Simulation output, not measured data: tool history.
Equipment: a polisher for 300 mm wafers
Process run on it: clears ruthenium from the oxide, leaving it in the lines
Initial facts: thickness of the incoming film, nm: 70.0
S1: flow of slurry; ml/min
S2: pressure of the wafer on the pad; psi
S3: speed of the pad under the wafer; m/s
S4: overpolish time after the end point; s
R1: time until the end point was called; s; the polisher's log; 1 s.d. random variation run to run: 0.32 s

{"run": 1, "day": 0.0, "S1": 135, "S2": 1.9, "S3": 0.8, "S4": 11, "R1": 80.645}
{"run": 2, "day": 0.112, "S1": 145, "S2": 2.3, "S3": 0.82, "S4": 11, "R1": 64.904}
{"run": 3, "day": 0.288, "S1": 145, "S2": 2.7, "S3": 0.82, "S4": 11, "R1": 56.476}
{"run": 4, "day": 0.417, "S1": 165, "S2": 2.7, "S3": 0.82, "S4": 11, "R1": 54.737}
{"run": 5, "day": 0.504, "S1": 170, "S2": 2.8, "S3": 0.88, "S4": 11, "R1": 48.953}
{"run": 6, "day": 0.538, "S1": 155, "S2": 2.8, "S3": 0.88, "S4": 11, "R1": 50.871}
{"run": 7, "day": 0.892, "S1": 165, "S2": 2.9, "S3": 0.92, "S4": 11, "R1": 46.147}
{"run": 8, "day": 1.242, "S1": 170, "S2": 2.9, "S3": 0.96, "S4": 11, "R1": 44.037}
{"run": 9, "day": 1.421, "S1": 175, "S2": 2.9, "S3": 0.98, "S4": 11, "R1": 42.477}

For run 10, what comes out?
{"run": 10, "day": 1.542, "S1": 180, "S2": 2.9, "S3": 0.98, "S4": 11, "R1": "?"}

{"run 10": {"R1": 42.764}}

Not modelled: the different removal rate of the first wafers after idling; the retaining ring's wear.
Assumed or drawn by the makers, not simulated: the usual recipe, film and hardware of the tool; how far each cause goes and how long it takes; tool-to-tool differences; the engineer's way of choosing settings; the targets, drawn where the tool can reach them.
